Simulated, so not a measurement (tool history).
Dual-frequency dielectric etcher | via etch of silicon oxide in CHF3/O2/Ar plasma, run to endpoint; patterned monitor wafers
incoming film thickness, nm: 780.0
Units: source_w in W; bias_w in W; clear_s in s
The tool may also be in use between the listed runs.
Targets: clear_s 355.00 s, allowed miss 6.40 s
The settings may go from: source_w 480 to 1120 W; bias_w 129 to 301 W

| run | hour | source_w | bias_w | clear_s |
|---|---|---|---|---|
| 1 | 0.0 | 800 | 215 | 327.24 |
| 2 | 1.2 | 800 | 196 | 338.13 |
| 3 | 2.0 | 750 | 196 | 345.49 |
| 4 | 7.0 | 750 | 218 | 333.50 |
| 5 | 11.3 | 730 | 217 | 337.48 |
| 6 | 13.2 | 790 | 217 | 327.40 |
| 7 | 15.4 | 770 | 216 | 330.28 |
| 8 | 21.1 | 750 | 215 | 333.70 |
| 9 | 27.4 | 730 | 214 | 338.42 |
| 10 | 35.3 | 720 | 213 | 339.90 |
| 11 | 39.5 | 710 | 212 | 343.20 |
| 12 | 43.2 | 700 | 212 | 343.07 |
| 13 | 48.1 | 620 | 208 | 364.79 |

Which of these 4 next moves meets every target?
| A | 53.0 | 630 | 181 | ? |
| B | 53.0 | 540 | 224 | ? |
| C | 53.0 | 650 | 178 | ? |
| D | 53.0 | 780 | 173 | ? |

| move | clear_s |
|---|---|
| A | 378.14 |
| B | 370.44 |
| C | 376.05 |
| D | 355.23 |
A: further off than the last run
B: further off than the last run
C: further off than the last run
D: meets every target
Answer: D

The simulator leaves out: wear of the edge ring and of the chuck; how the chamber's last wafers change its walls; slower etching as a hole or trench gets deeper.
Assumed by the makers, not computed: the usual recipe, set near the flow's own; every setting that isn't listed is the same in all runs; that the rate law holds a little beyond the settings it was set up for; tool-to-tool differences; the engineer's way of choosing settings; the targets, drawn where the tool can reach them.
